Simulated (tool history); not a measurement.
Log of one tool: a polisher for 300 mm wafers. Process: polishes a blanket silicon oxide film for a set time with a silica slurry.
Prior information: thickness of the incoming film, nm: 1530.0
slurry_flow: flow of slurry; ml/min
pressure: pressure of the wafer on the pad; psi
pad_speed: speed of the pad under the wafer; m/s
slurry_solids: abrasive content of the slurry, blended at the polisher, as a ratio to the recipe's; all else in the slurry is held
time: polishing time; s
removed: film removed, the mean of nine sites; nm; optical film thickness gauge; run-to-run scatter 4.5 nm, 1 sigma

run 1 day=0.000 | slurry_flow=260 pressure=4.2 pad_speed=1.52 slurry_solids=1.00 time=43 | removed=181.90
run 2 day=0.138 | slurry_flow=260 pressure=4.7 pad_speed=1.54 slurry_solids=1.00 time=43 | removed=204.61
run 3 day=0.312 | slurry_flow=260 pressure=4.7 pad_speed=1.54 slurry_solids=0.85 time=43 | removed=177.68
run 4 day=0.667 | slurry_flow=260 pressure=5.1 pad_speed=1.64 slurry_solids=0.85 time=43 | removed=198.79
run 5 day=0.712 | slurry_flow=260 pressure=5.1 pad_speed=1.64 slurry_solids=1.05 time=43 | removed=239.66
run 6 day=1.054 | slurry_flow=310 pressure=5.1 pad_speed=1.64 slurry_solids=1.05 time=43 | removed=242.89
run 7 day=1.154 | slurry_flow=310 pressure=5.4 pad_speed=1.66 slurry_solids=1.05 time=43 | removed=256.68
run 8 day=1.192 | slurry_flow=310 pressure=5.6 pad_speed=1.68 slurry_solids=1.05 time=43 | removed=267.63
run 9 day=1.517 | slurry_flow=310 pressure=5.6 pad_speed=1.68 slurry_solids=1.05 time=43 | removed=271.86
run 10 day=1.712 | slurry_flow=310 pressure=5.8 pad_speed=1.70 slurry_solids=1.05 time=43 | removed=278.51
run 11 day=1.771 | slurry_flow=310 pressure=6.0 pad_speed=1.72 slurry_solids=1.05 time=43 | removed=291.45
run 12 day=2.138 | slurry_flow=310 pressure=6.1 pad_speed=1.74 slurry_solids=1.05 time=43 | removed=306.41
run 13 day=2.229 | slurry_flow=310 pressure=6.2 pad_speed=1.74 slurry_solids=1.05 time=43 | removed=303.76

Expected results for the next run?
run 14 day=2.588 | slurry_flow=310 pressure=6.3 pad_speed=1.76 slurry_solids=1.05 time=43 | removed=?

removed: 307.72 nm
